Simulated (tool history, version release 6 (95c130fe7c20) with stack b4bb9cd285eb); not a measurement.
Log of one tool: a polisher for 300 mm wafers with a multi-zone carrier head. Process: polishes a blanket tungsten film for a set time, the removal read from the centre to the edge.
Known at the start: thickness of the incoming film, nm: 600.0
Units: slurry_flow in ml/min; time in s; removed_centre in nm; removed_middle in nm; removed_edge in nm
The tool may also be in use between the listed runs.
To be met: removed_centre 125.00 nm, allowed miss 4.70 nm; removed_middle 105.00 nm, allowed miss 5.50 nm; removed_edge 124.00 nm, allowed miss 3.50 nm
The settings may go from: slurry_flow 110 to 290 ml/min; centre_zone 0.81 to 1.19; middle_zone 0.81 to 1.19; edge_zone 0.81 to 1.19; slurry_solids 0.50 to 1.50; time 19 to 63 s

run 1 hour=0.0 | slurry_flow=185 centre_zone=1.00 middle_zone=1.00 edge_zone=1.00 slurry_solids=1.00 time=41 | removed_centre=157.58 removed_middle=155.36 removed_edge=153.29
run 2 hour=6.6 | slurry_flow=185 centre_zone=1.00 middle_zone=1.05 edge_zone=1.00 slurry_solids=1.00 time=41 | removed_centre=158.70 removed_middle=167.94 removed_edge=154.30
run 3 hour=15.1 | slurry_flow=185 centre_zone=1.05 middle_zone=1.05 edge_zone=1.00 slurry_solids=1.00 time=41 | removed_centre=169.12 removed_middle=163.06 removed_edge=153.68
run 4 hour=16.4 | slurry_flow=185 centre_zone=1.00 middle_zone=1.05 edge_zone=1.00 slurry_solids=1.00 time=41 | removed_centre=156.74 removed_middle=163.92 removed_edge=155.79
run 5 hour=21.5 | slurry_flow=185 centre_zone=1.00 middle_zone=1.05 edge_zone=1.00 slurry_solids=1.00 time=46 | removed_centre=177.34 removed_middle=188.42 removed_edge=172.21
run 6 hour=26.3 | slurry_flow=185 centre_zone=1.00 middle_zone=1.05 edge_zone=0.94 slurry_solids=1.00 time=46 | removed_centre=172.80 removed_middle=179.95 removed_edge=166.54
run 7 hour=30.5 | slurry_flow=175 centre_zone=0.99 middle_zone=0.99 edge_zone=0.91 slurry_solids=0.90 time=45 | removed_centre=165.67 removed_middle=160.92 removed_edge=156.04
run 8 hour=39.4 | slurry_flow=165 centre_zone=0.97 middle_zone=0.94 edge_zone=0.91 slurry_solids=0.80 time=44 | removed_centre=155.32 removed_middle=149.46 removed_edge=150.22
run 9 hour=43.2 | slurry_flow=155 centre_zone=0.97 middle_zone=0.91 edge_zone=0.93 slurry_solids=0.75 time=42 | removed_centre=140.79 removed_middle=131.90 removed_edge=138.68

Which of these 5 next moves meets every target?
run A hour=47.0 | slurry_flow=155 centre_zone=0.82 middle_zone=1.10 edge_zone=0.91 slurry_solids=0.70 time=45 | removed_centre=? removed_middle=? removed_edge=?
run B hour=47.0 | slurry_flow=155 centre_zone=0.98 middle_zone=0.86 edge_zone=0.93 slurry_solids=0.90 time=38 | removed_centre=? removed_middle=? removed_edge=?
run C hour=47.0 | slurry_flow=205 centre_zone=0.99 middle_zone=0.84 edge_zone=0.96 slurry_solids=0.85 time=36 | removed_centre=? removed_middle=? removed_edge=?
run D hour=47.0 | slurry_flow=180 centre_zone=1.09 middle_zone=1.16 edge_zone=0.81 slurry_solids=0.50 time=44 | removed_centre=? removed_middle=? removed_edge=?
run E hour=47.0 | slurry_flow=140 centre_zone=1.00 middle_zone=0.82 edge_zone=0.98 slurry_solids=0.55 time=39 | removed_centre=? removed_middle=? removed_edge=?

move=A removed_centre=128.56 removed_middle=168.23 removed_edge=144.70
move=B removed_centre=136.78 removed_middle=121.69 removed_edge=130.55
move=C removed_centre=136.83 removed_middle=117.50 removed_edge=128.74
move=D removed_centre=161.91 removed_middle=165.58 removed_edge=128.19
move=E removed_centre=126.10 removed_middle=106.04 removed_edge=122.13
A: further off than the last run
B: nearer than the last run, and not there yet
C: nearer than the last run, and not there yet
D: further off than the last run
E: meets every target
Answer: E
